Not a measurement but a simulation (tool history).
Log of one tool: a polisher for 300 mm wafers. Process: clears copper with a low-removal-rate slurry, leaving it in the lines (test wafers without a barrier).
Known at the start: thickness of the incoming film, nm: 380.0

run,hour,flow of slurry (ml/min),pressure of the wafer on the pad (psi),speed of the pad under the wafer (cm/s),abrasive content of the slurry,overpolish time after the end point (s),time until the end point was called (s),dishing of a wide line in a test structure (nm)
1,0.0,200,3.6,128,1.0,20,91.642,34.879
2,4.2,195,3.5,128,1.0,22,96.001,35.613
3,13.1,195,3.5,128,1.0,30,94.139,39.851
4,16.8,190,3.4,128,1.0,30,98.011,37.545
5,20.4,190,3.4,154,1.0,30,81.244,39.433
6,24.8,190,3.4,154,1.0,27,80.793,39.920
7,29.2,185,3.2,154,1.0,29,85.646,38.697
8,32.3,205,2.2,150,1.0,39,124.650,36.435

Forecast run 9:
9,38.1,205,2.3,150,1.0,39,?,?

{"run 9": {"time until the end point was called (s)": 119.24, "dishing of a wide line in a test structure (nm)": 38.322}}

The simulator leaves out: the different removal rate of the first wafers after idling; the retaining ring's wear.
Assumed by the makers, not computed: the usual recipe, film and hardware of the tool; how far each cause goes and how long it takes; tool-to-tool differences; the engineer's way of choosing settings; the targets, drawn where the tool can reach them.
